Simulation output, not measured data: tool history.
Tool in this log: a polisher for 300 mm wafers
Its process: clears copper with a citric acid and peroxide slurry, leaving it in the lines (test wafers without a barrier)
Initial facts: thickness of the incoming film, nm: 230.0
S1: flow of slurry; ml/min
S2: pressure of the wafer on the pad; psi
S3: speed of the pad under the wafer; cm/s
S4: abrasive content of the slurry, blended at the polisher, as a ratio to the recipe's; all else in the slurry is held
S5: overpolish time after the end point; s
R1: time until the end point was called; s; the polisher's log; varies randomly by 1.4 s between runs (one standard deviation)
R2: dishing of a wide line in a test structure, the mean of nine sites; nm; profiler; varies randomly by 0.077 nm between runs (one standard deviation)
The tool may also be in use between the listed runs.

run	day	S1	S2	S3	S4	S5	R1	R2
1	0	160	3.3	84	1	11	115.68	15.431
2	0.146	165	3.2	86	1	9	118.74	12.44
3	0.496	165	3.2	104	1	9	99.843	14.658
4	0.583	205	3.2	104	1	9	97.515	15.037
5	0.958	205	3.2	104	1	13	97.952	21.136
6	1.325	215	2.9	106	0.9	10	101.03	16.187
7	1.529	180	2.9	102	1.05	8	104.74	12.796
8	1.583	155	2.6	102	1.15	7	110.53	10.601
9	1.696	140	2.3	106	1.25	6	115.35	8.8567
10	1.988	95	1.9	118	1.5	3	116.03	4.3717
11	2.279	110	1.9	118	1.45	3	110.05	4.4005
12	2.454	120	2	116	1.4	3	112.05	4.5448
13	2.758	125	2.1	114	1.35	3	112.21	4.54
14	2.996	135	2.1	112	1.35	3	111.75	4.5282
15	3.338	130	2.2	112	1.3	3	109.75	4.5968
16	3.429	145	2.2	110	1.3	3	114.19	4.4916
17	3.8	140	2.3	110	1.2	3	110.04	4.6332
18	3.925	135	2.3	110	1.2	7	112.32	10.578
19	4.283	145	2.5	104	1.3	7	109.16	10.876
20	4.662	150	2.5	106	1.15	7	111.32	10.439
21	4.758	150	2.7	98	1.2	7	114.78	10.336
22	4.8	150	2.6	102	1.05	7	113.34	10.169

Expected results for the next run?
23	4.838	150	2.8	98	1.1	6	?	?

R1: 114.2 s
R2: 8.8578 nm
